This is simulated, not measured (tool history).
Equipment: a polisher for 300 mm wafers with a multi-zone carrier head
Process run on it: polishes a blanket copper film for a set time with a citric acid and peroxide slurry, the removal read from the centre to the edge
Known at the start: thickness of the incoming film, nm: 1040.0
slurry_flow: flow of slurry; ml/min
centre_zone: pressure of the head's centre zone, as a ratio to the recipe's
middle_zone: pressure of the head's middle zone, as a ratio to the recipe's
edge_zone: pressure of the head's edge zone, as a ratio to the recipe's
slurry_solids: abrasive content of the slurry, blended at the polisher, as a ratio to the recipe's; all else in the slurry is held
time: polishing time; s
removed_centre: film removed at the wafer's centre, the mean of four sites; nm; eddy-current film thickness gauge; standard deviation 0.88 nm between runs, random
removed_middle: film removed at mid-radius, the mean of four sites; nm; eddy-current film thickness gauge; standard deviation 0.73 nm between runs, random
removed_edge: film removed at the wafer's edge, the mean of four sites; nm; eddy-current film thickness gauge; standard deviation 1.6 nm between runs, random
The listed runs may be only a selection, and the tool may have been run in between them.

Run 1, hour 0: slurry_flow 265 ml/min, centre_zone 1, middle_zone 1, edge_zone 1, slurry_solids 1, time 82 s. Result: removed_centre 177.03 nm, removed_middle 179.67 nm, removed_edge 175.11 nm.
Run 2, hour 3.6: slurry_flow 265 ml/min, centre_zone 1, middle_zone 1, edge_zone 1, slurry_solids 0.9, time 82 s. Result: removed_centre 172.83 nm, removed_middle 177.74 nm, removed_edge 173.18 nm.
Run 3, hour 5.3: slurry_flow 260 ml/min, centre_zone 1, middle_zone 0.98, edge_zone 1, slurry_solids 0.85, time 78 s. Result: removed_centre 165.7 nm, removed_middle 165.98 nm, removed_edge 169.83 nm.
Run 4, hour 11.6: slurry_flow 255 ml/min, centre_zone 1, middle_zone 0.97, edge_zone 0.99, slurry_solids 0.85, time 74 s. Result: removed_centre 155.29 nm, removed_middle 154.16 nm, removed_edge 152.91 nm.
Run 5, hour 15.5: slurry_flow 255 ml/min, centre_zone 1, middle_zone 0.97, edge_zone 0.99, slurry_solids 0.85, time 53 s. Result: removed_centre 111.12 nm, removed_middle 110.91 nm, removed_edge 109.4 nm.
Run 6, hour 22.6: slurry_flow 255 ml/min, centre_zone 0.91, middle_zone 0.97, edge_zone 0.99, slurry_solids 0.85, time 53 s. Result: removed_centre 102.66 nm, removed_middle 111.85 nm, removed_edge 113.27 nm.
Run 7, hour 25.7: slurry_flow 250 ml/min, centre_zone 0.92, middle_zone 0.95, edge_zone 0.98, slurry_solids 0.85, time 53 s. Result: removed_centre 102.08 nm, removed_middle 107.34 nm, removed_edge 111.23 nm.
Run 8, hour 26.8: slurry_flow 245 ml/min, centre_zone 0.93, middle_zone 0.94, edge_zone 0.98, slurry_solids 0.85, time 53 s. Result: removed_centre 103.04 nm, removed_middle 107.42 nm, removed_edge 110.37 nm.
Run 9, hour 33.4: slurry_flow 240 ml/min, centre_zone 0.94, middle_zone 0.93, edge_zone 0.98, slurry_solids 0.85, time 53 s. Result: removed_centre 105.23 nm, removed_middle 107.11 nm, removed_edge 110.47 nm.
Run 10, hour 41.2: slurry_flow 240 ml/min, centre_zone 0.94, middle_zone 0.92, edge_zone 0.98, slurry_solids 0.85, time 53 s. Result: removed_centre 103.49 nm, removed_middle 107.62 nm, removed_edge 111.92 nm.
Run 11, hour 49.9: slurry_flow 245 ml/min, centre_zone 0.95, middle_zone 0.91, edge_zone 0.98, slurry_solids 0.8, time 53 s. Result: removed_centre 102.6 nm, removed_middle 104.57 nm, removed_edge 111.63 nm.
Run 12, hour 55.9: slurry_flow 245 ml/min, centre_zone 0.96, middle_zone 0.9, edge_zone 0.97, slurry_solids 0.8, time 53 s. Result: removed_centre 106.43 nm, removed_middle 103.27 nm, removed_edge 105.62 nm.

Run 13, settings as shown, results not yet in. Your forecast:
Run 13, hour 62: slurry_flow 245 ml/min, centre_zone 0.96, middle_zone 0.89, edge_zone 0.98, slurry_solids 0.8, time 53 s. Result: removed_centre ?, removed_middle ?, removed_edge ?.

{"run 13": {"removed_centre": 105.4, "removed_middle": 101.09, "removed_edge": 109.25}}

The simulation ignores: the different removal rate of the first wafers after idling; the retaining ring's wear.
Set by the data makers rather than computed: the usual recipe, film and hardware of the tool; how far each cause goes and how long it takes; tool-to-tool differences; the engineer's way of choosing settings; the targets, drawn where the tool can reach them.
